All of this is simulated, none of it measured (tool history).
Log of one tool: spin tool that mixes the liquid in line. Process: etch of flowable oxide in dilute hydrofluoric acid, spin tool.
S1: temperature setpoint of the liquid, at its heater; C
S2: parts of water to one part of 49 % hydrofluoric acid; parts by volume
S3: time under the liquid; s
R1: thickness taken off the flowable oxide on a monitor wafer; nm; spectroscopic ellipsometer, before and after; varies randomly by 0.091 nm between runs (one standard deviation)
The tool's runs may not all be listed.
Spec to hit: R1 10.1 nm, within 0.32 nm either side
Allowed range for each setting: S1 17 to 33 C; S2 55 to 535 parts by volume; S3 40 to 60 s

run 1 hour=0 | S1=25 S2=295 S3=60 | R1=8.6997
run 2 hour=4.9 | S1=25 S2=295 S3=40 | R1=5.7597
run 3 hour=10.7 | S1=26.5 S2=280 S3=40 | R1=6.5789
run 4 hour=15.6 | S1=26 S2=255 S3=40 | R1=7.3084
run 5 hour=20.1 | S1=26 S2=235 S3=40 | R1=7.9027
run 6 hour=25.4 | S1=26 S2=235 S3=40 | R1=8.0661
-- hour=30.6 thermometer replaced
run 7 hour=30.6 | S1=26 S2=220 S3=40 | R1=8.3973
run 8 hour=36.1 | S1=26 S2=210 S3=40 | R1=8.7758
run 9 hour=40.1 | S1=26 S2=210 S3=40 | R1=9.0004
run 10 hour=44 | S1=26 S2=205 S3=40 | R1=9.151
run 11 hour=51.3 | S1=26 S2=200 S3=40 | R1=9.4746
run 12 hour=58.1 | S1=26 S2=195 S3=40 | R1=9.6925

Of the 4 settings listed for the next run, only one would bring every result within its allowed miss of target. Which one?
run A hour=64.9 | S1=27 S2=255 S3=60 | R1=?
run B hour=64.9 | S1=22.5 S2=240 S3=60 | R1=?
run C hour=64.9 | S1=28 S2=210 S3=40 | R1=?
run D hour=64.9 | S1=25.5 S2=200 S3=40 | R1=?

move=A R1=10.748
move=B R1=9.8846
move=C R1=9.4743
move=D R1=9.2021
A: pushes the last run's worst result past its target
B: meets every target
C: moves away from the targets compared with the last run
D: moves away from the targets compared with the last run
B meets every target.
